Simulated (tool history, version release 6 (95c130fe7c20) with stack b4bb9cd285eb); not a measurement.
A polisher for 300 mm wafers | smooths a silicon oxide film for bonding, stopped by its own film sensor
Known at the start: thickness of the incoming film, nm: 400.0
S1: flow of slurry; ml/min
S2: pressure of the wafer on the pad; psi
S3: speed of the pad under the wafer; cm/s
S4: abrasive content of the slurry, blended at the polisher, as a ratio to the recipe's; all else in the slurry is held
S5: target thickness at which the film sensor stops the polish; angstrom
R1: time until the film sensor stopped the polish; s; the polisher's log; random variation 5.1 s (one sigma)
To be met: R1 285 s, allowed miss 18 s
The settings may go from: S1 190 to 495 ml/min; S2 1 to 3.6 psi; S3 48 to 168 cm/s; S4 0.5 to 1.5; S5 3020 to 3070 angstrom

run,hour,S1,S2,S3,S4,S5,R1
1,0,320,2.3,108,1,3070,130.47
2,0.9,320,2.3,130,1,3070,111.54
3,9,320,2.3,130,1.15,3070,104.34
4,17.1,320,1.9,112,1.1,3060,141.05
5,22.2,320,1.9,96,1.1,3060,156.58
6,23.1,320,2.2,96,1.1,3060,143.41
7,31.9,320,1.9,82,1.05,3050,194.15
8,36.1,320,1.6,80,1.05,3050,227.25
9,43,320,1.5,80,1.05,3050,246.46
10,50.2,320,1.5,80,1.05,3050,240.51
11,57.7,320,1.4,80,1.05,3050,256.38

5 next moves are on the table. One of them brings every result within its allowed miss. Which?
A,65.2,340,1.4,80,1.05,3070,?
B,65.2,320,1.6,60,1.2,3020,?
C,65.2,360,1.5,76,1.15,3070,?
D,65.2,330,1.4,84,1.15,3020,?
E,65.2,265,1.6,72,1.05,3060,?

move,R1
A,249.61
B,273.88
C,231.72
D,242.07
E,245.87
A: further off than the last run
B: meets every target
C: further off than the last run
D: further off than the last run
E: further off than the last run
The right move is B.

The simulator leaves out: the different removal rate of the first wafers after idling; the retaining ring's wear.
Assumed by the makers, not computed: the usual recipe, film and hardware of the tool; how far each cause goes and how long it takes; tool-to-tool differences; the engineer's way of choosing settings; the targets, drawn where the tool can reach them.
